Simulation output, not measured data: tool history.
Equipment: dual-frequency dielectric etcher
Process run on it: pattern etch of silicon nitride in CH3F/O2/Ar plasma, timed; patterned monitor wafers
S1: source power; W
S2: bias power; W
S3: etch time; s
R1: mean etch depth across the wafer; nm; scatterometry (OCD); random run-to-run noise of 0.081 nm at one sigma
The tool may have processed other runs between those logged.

| run | hour | S1 | S2 | S3 | R1 |
|---|---|---|---|---|---|
| 1 | 0.0 | 280 | 89 | 37.5 | 25.297 |
| 2 | 5.0 | 290 | 89 | 37.5 | 25.368 |
| 3 | 9.5 | 290 | 94 | 37.5 | 26.195 |
| 4 | 17.3 | 300 | 94 | 37.5 | 26.279 |
| 5 | 19.7 | 300 | 94 | 34.5 | 24.157 |
| 6 | 28.5 | 310 | 98 | 34.5 | 24.720 |
| 7 | 36.5 | 320 | 101 | 34.5 | 25.440 |
| 8 | 39.5 | 330 | 103 | 34.5 | 25.813 |
| 9 | 42.9 | 340 | 105 | 34.5 | 26.209 |
| 10 | 44.7 | 340 | 107 | 34.5 | 26.518 |
| 11 | 53.5 | 340 | 108 | 34.5 | 26.612 |
| 12 | 56.9 | 340 | 109 | 34.5 | 26.706 |
| 13 | 60.9 | 340 | 110 | 34.5 | 26.952 |
| 14 | 65.4 | 340 | 111 | 34.5 | 27.118 |

Forecast run 15:
| 15 | 71.5 | 340 | 112 | 34.5 | ? |

{"run 15": {"R1": 27.055}}
